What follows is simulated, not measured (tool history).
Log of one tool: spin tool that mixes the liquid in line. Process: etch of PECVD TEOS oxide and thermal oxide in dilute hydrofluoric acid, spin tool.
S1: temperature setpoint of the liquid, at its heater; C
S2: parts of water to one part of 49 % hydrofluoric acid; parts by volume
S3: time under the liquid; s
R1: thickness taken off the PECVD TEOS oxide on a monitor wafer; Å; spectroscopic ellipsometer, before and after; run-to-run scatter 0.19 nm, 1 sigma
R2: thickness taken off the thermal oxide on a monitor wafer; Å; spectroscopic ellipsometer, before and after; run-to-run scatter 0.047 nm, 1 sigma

run 1 hour=0 | S1=23 S2=90 S3=115 | R1=196.72 R2=56.916
run 2 hour=1.3 | S1=24.5 S2=90 S3=115 | R1=209.1 R2=60.276
run 3 hour=10 | S1=26.5 S2=85 S3=115 | R1=239.5 R2=69.768
run 4 hour=14 | S1=23.5 S2=85 S3=115 | R1=212.24 R2=61.69
run 5 hour=18.8 | S1=25.5 S2=80 S3=115 | R1=247.4 R2=71.287
run 6 hour=23.1 | S1=27 S2=75 S3=115 | R1=281.05 R2=81.144

Run 7 has not been measured yet. What should we expect?
run 7 hour=27.1 | S1=28 S2=75 S3=115 | R1=? R2=?

R1: 294.94 Å
R2: 85.078 Å
